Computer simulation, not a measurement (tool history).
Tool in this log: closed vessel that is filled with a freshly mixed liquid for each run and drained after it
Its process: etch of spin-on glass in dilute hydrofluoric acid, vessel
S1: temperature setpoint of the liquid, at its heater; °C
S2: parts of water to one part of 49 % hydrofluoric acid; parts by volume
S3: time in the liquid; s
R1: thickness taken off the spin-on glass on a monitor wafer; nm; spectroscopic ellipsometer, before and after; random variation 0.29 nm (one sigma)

| run | hour | S1 | S2 | S3 | R1 |
|---|---|---|---|---|---|
| 1 | 0.0 | 24.0 | 135 | 200 | 47.397 |
| 2 | 6.5 | 25.5 | 135 | 200 | 50.228 |
| 3 | 11.5 | 23.0 | 135 | 200 | 45.561 |
| 4 | 16.8 | 23.0 | 135 | 215 | 48.773 |
| 5 | 17.7 | 23.0 | 170 | 215 | 37.439 |
| 6 | 26.1 | 23.0 | 120 | 215 | 55.996 |
| 7 | 27.8 | 24.0 | 120 | 215 | 58.540 |
| 8 | 30.0 | 24.5 | 120 | 215 | 59.302 |
| 9 | 33.9 | 25.0 | 120 | 215 | 60.618 |
| 10 | 41.6 | 25.5 | 120 | 215 | 62.006 |

Run 11 comes next. What will it give?
| 11 | 44.4 | 26.0 | 120 | 215 | ? |

{"run 11": {"R1": 62.815}}
